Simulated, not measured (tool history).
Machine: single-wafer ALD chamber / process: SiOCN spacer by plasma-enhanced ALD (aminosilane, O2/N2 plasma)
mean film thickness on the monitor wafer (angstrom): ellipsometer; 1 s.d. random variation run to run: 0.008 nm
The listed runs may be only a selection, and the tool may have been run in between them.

| run | hour | heater temperature setpoint (°C) | number of ALD cycles (cycles) | mean film thickness on the monitor wafer (angstrom) |
|---|---|---|---|---|
| 1 | 0.0 | 410 | 31 | 18.644 |
| 2 | 1.0 | 410 | 27 | 16.298 |
| 3 | 4.7 | 410 | 29 | 17.698 |
| 4 | 7.3 | 410 | 32 | 19.485 |
| 5 | 15.4 | 419 | 32 | 18.816 |
| 6 | 17.7 | 430 | 32 | 18.107 |
| 7 | 26.0 | 434 | 29 | 16.194 |

Run 8, settings as shown, results not yet in. Your forecast:
| 8 | 31.5 | 434 | 29 | ? |

{"run 8": {"mean film thickness on the monitor wafer (angstrom)": 16.18}}
